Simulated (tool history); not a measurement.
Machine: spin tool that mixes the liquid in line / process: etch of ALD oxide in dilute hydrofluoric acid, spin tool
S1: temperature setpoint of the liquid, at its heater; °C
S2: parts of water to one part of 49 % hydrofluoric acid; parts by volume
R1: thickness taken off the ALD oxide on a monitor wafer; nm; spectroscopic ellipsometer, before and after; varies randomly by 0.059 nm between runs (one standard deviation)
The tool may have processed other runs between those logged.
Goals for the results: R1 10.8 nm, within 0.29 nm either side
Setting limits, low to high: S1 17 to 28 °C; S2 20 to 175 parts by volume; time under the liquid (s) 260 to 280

Run 1, day 0: S1 20 °C, S2 95 parts by volume, time under the liquid (s) 260. Result: R1 22.085 nm.
Run 2, day 0.15: S1 20 °C, S2 75 parts by volume, time under the liquid (s) 260. Result: R1 28.627 nm.
Run 3, day 0.479: S1 19.5 °C, S2 85 parts by volume, time under the liquid (s) 260. Result: R1 24.396 nm.
Run 4, day 0.846: S1 19 °C, S2 90 parts by volume, time under the liquid (s) 260. Result: R1 22.553 nm.
Run 5, day 1.188: S1 22.5 °C, S2 90 parts by volume, time under the liquid (s) 260. Result: R1 26.053 nm.
Run 6, day 1.5: S1 22.5 °C, S2 90 parts by volume, time under the liquid (s) 280. Result: R1 28.085 nm.
Run 7, day 1.633: S1 22 °C, S2 100 parts by volume, time under the liquid (s) 280. Result: R1 24.177 nm.
Run 8, day 2.004: S1 21.5 °C, S2 105 parts by volume, time under the liquid (s) 280. Result: R1 22.633 nm.
Run 9, day 2.104: S1 21 °C, S2 110 parts by volume, time under the liquid (s) 280. Result: R1 20.972 nm.
Run 10, day 2.283: S1 20.5 °C, S2 115 parts by volume, time under the liquid (s) 280. Result: R1 19.481 nm.
Run 11, day 2.496: S1 20 °C, S2 120 parts by volume, time under the liquid (s) 280. Result: R1 18.143 nm.
Run 12, day 2.562: S1 19.5 °C, S2 125 parts by volume, time under the liquid (s) 280. Result: R1 17.038 nm.
Run 13, day 2.908: S1 19 °C, S2 130 parts by volume, time under the liquid (s) 280. Result: R1 16.016 nm.
Run 14, day 3.188: S1 19 °C, S2 135 parts by volume, time under the liquid (s) 280. Result: R1 15.186 nm.
Run 15, day 3.538: S1 19 °C, S2 140 parts by volume, time under the liquid (s) 280. Result: R1 14.864 nm.
Run 16, day 3.638: S1 19 °C, S2 145 parts by volume, time under the liquid (s) 280. Result: R1 14.074 nm.
Run 17, day 3.662: S1 19 °C, S2 150 parts by volume, time under the liquid (s) 280. Result: R1 13.731 nm.
Run 18, day 3.917: S1 18 °C, S2 160 parts by volume, time under the liquid (s) 280. Result: R1 12.236 nm.
Run 19, day 4.262: S1 17.5 °C, S2 165 parts by volume, time under the liquid (s) 280. Result: R1 11.554 nm.
Run 20, day 4.483: S1 17.5 °C, S2 170 parts by volume, time under the liquid (s) 280. Result: R1 11.174 nm.
Run 21, day 4.771: S1 17.5 °C, S2 170 parts by volume, time under the liquid (s) 280. Result: R1 11.223 nm.

Of the 5 settings listed for the next run, only one would bring every result within its allowed miss of target. Which one?
Run A, day 5.058: S1 18 °C, S2 165 parts by volume, time under the liquid (s) 275. Result: R1 ?.
Run B, day 5.058: S1 18 °C, S2 165 parts by volume, time under the liquid (s) 280. Result: R1 ?.
Run C, day 5.058: S1 21 °C, S2 175 parts by volume, time under the liquid (s) 270. Result: R1 ?.
Run D, day 5.058: S1 17.5 °C, S2 160 parts by volume, time under the liquid (s) 280. Result: R1 ?.
Run E, day 5.058: S1 17 °C, S2 165 parts by volume, time under the liquid (s) 270. Result: R1 ?.

move      R1
   A  11.558
   B  11.768
   C  11.925
   D  11.951
   E  10.898
A: moves away from the targets compared with the last run
B: moves away from the targets compared with the last run
C: moves away from the targets compared with the last run
D: moves away from the targets compared with the last run
E: in spec on every target
Correct choice: E, which meets every target

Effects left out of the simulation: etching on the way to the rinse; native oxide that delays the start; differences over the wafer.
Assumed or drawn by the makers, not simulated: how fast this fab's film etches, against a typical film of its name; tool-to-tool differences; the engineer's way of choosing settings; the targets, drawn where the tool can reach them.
